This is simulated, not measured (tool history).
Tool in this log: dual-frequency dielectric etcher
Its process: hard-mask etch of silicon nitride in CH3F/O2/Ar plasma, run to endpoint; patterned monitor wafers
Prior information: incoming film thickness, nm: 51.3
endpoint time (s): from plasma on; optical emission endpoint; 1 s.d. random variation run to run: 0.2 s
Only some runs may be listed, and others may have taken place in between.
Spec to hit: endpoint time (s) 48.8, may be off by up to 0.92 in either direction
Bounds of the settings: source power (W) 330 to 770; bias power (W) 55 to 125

Run 1, hour 0: source power (W) 550, bias power (W) 90. Result: endpoint time (s) 54.166.
Run 2, hour 8.7: source power (W) 590, bias power (W) 91. Result: endpoint time (s) 52.871.
Run 3, hour 9.3: source power (W) 620, bias power (W) 92. Result: endpoint time (s) 51.815.
Run 4, hour 11.6: source power (W) 620, bias power (W) 86. Result: endpoint time (s) 52.864.
Run 5, hour 18.6: source power (W) 540, bias power (W) 86. Result: endpoint time (s) 55.063.
Run 6, hour 22.7: source power (W) 540, bias power (W) 77. Result: endpoint time (s) 57.859.
Run 7, hour 27.6: source power (W) 590, bias power (W) 81. Result: endpoint time (s) 55.22.
Run 8, hour 30: source power (W) 630, bias power (W) 84. Result: endpoint time (s) 53.536.
Run 9, hour 32.9: source power (W) 660, bias power (W) 86. Result: endpoint time (s) 52.253.
Run 10, hour 38.7: source power (W) 680, bias power (W) 88. Result: endpoint time (s) 51.611.

Exactly one of the 4 candidate moves below puts every result within its allowed miss. Which one?
Run A, hour 44.5: source power (W) 640, bias power (W) 92. Result: endpoint time (s) ?.
Run B, hour 44.5: source power (W) 730, bias power (W) 95. Result: endpoint time (s) ?.
Run C, hour 44.5: source power (W) 750, bias power (W) 80. Result: endpoint time (s) ?.
Run D, hour 44.5: source power (W) 610, bias power (W) 97. Result: endpoint time (s) ?.

move  endpoint time (s)
   A             51.408
   B             48.874
   C             51.942
   D              50.99
A: nearer the targets than the last run, but a result is still out of spec
B: each result inside its tolerance
C: lands further from the targets than the last run did
D: nearer the targets than the last run, but a result is still out of spec
B meets every target.
